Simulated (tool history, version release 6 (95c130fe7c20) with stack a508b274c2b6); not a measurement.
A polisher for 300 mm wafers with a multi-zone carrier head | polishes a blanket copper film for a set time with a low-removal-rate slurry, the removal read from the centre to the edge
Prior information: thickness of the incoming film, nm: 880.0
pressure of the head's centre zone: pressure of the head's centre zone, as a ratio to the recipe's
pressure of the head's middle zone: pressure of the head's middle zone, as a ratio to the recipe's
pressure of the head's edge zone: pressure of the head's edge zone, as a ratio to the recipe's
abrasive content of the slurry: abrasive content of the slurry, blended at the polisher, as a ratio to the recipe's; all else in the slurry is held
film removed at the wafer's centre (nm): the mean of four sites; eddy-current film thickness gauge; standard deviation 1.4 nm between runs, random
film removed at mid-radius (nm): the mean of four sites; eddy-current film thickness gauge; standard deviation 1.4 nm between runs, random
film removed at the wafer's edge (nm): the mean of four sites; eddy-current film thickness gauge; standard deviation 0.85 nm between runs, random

| run | hour | flow of slurry (ml/min) | pressure of the head's centre zone | pressure of the head's middle zone | pressure of the head's edge zone | abrasive content of the slurry | polishing time (s) | film removed at the wafer's centre (nm) | film removed at mid-radius (nm) | film removed at the wafer's edge (nm) |
|---|---|---|---|---|---|---|---|---|---|---|
| 1 | 0 | 310 | 1 | 1 | 1 | 1 | 43 | 84.046 | 79.794 | 81.392 |
| 2 | 5.5 | 310 | 1 | 1.09 | 1 | 1 | 43 | 80.436 | 85.079 | 81.32 |
| 3 | 13.9 | 310 | 1 | 1.09 | 1 | 0.9 | 43 | 79.095 | 84.243 | 79.319 |
| 4 | 16.5 | 310 | 1 | 1.09 | 1 | 1 | 43 | 81.796 | 86.694 | 81.433 |
| 5 | 22.6 | 310 | 1 | 1.14 | 1 | 1 | 43 | 80.898 | 90.17 | 82.333 |
| 6 | 29.5 | 310 | 1 | 1.1 | 1 | 1 | 43 | 81.211 | 86.824 | 81.863 |
| 7 | 35.1 | 310 | 1 | 1.1 | 1 | 1 | 43 | 80.585 | 86.572 | 80.749 |
| 8 | 43.1 | 310 | 0.93 | 1.04 | 1.1 | 1.25 | 51 | 95.38 | 102.48 | 107.19 |
| 9 | 44 | 315 | 0.93 | 1.05 | 1.12 | 1.3 | 51 | 93.354 | 104.51 | 106.43 |

Forecast run 10:
| 10 | 50 | 310 | 0.92 | 1.04 | 1.13 | 1.35 | 51 | ? | ? | ? |

Run 10 yielded film removed at the wafer's centre (nm) 95.145, film removed at mid-radius (nm) 104.12, film removed at the wafer's edge (nm) 110.58.
